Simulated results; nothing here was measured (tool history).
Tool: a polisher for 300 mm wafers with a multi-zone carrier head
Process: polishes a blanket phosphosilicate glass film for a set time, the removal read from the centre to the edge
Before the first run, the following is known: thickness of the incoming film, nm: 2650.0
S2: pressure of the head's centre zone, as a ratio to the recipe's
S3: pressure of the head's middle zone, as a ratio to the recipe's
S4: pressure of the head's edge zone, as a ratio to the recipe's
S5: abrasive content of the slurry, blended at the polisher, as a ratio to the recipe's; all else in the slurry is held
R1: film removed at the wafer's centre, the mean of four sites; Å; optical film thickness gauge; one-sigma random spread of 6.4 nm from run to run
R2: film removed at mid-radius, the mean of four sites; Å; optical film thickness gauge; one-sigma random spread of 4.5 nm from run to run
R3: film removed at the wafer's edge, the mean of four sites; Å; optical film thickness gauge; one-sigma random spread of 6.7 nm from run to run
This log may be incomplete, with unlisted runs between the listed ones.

run 1 hour=0 | flow_of_slurry_(ml/min)=240 S2=1 S3=1 S4=1 S5=1 polishing_time_(s)=74 | R1=8767.5 R2=8730.5 R3=8551.8
run 2 hour=2.9 | flow_of_slurry_(ml/min)=240 S2=1 S3=0.95 S4=1 S5=1 polishing_time_(s)=74 | R1=8743.6 R2=8544.9 R3=8714.9
run 3 hour=9.3 | flow_of_slurry_(ml/min)=240 S2=1 S3=0.95 S4=1.07 S5=1 polishing_time_(s)=74 | R1=8549.6 R2=8260.9 R3=8810.6
run 4 hour=17.1 | flow_of_slurry_(ml/min)=240 S2=1 S3=0.95 S4=1 S5=1 polishing_time_(s)=74 | R1=8740.4 R2=8369.8 R3=8669.8
run 5 hour=17.7 | flow_of_slurry_(ml/min)=240 S2=0.99 S3=0.95 S4=1 S5=0.95 polishing_time_(s)=71 | R1=8104 R2=8009 R3=7997.5
run 6 hour=22.5 | flow_of_slurry_(ml/min)=240 S2=0.99 S3=0.95 S4=1 S5=1.1 polishing_time_(s)=71 | R1=8470.8 R2=8332.4 R3=8401.7
run 7 hour=25.8 | flow_of_slurry_(ml/min)=240 S2=0.98 S3=0.94 S4=1 S5=1.05 polishing_time_(s)=68 | R1=7937.5 R2=7715.2 R3=8014
run 8 hour=31.5 | flow_of_slurry_(ml/min)=240 S2=0.97 S3=0.93 S4=1 S5=1 polishing_time_(s)=65 | R1=7337.3 R2=7128.5 R3=7494.7
run 9 hour=32.6 | flow_of_slurry_(ml/min)=240 S2=0.96 S3=0.93 S4=0.99 S5=0.95 polishing_time_(s)=63 | R1=6969.5 R2=6856.8 R3=7156.1
run 10 hour=35 | flow_of_slurry_(ml/min)=240 S2=0.95 S3=0.92 S4=0.98 S5=0.9 polishing_time_(s)=61 | R1=6573.2 R2=6570.1 R3=6895.4
run 11 hour=39.3 | flow_of_slurry_(ml/min)=240 S2=0.95 S3=0.92 S4=0.97 S5=0.85 polishing_time_(s)=59 | R1=6179.5 R2=6172.9 R3=6207.9

Run 12, settings as shown, results not yet in. Your forecast:
run 12 hour=44.9 | flow_of_slurry_(ml/min)=240 S2=0.94 S3=0.91 S4=0.97 S5=0.8 polishing_time_(s)=58 | R1=? R2=? R3=?

{"run 12": {"R1": 5943.8, "R2": 5814.1, "R3": 6089}}
